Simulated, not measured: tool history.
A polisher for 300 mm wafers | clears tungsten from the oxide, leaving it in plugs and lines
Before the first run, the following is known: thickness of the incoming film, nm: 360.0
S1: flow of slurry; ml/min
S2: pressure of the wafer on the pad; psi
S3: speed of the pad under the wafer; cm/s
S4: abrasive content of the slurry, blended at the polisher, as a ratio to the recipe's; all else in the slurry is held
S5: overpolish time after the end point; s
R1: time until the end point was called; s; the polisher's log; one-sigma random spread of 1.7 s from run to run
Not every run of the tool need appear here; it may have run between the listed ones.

run  hour   S1   S2   S3  S4  S5      R1
  1     0  175  4.7  136   1  51   46.12
  2   4.3  175  4.7  158   1  51  39.813
  3   5.9  175  4.7  134   1  51  46.978
  4   7.2  175  4.4  130   1  51  50.983
  5  11.8  175  4.4  130   1  55  50.641
  6  20.6  175  4.2  126   1  55  55.288

Run 7 has not been measured yet. What should we expect?
  7    23  170  2.9  100  0.95  55   ?

{"run 7": {"R1": 97.15}}
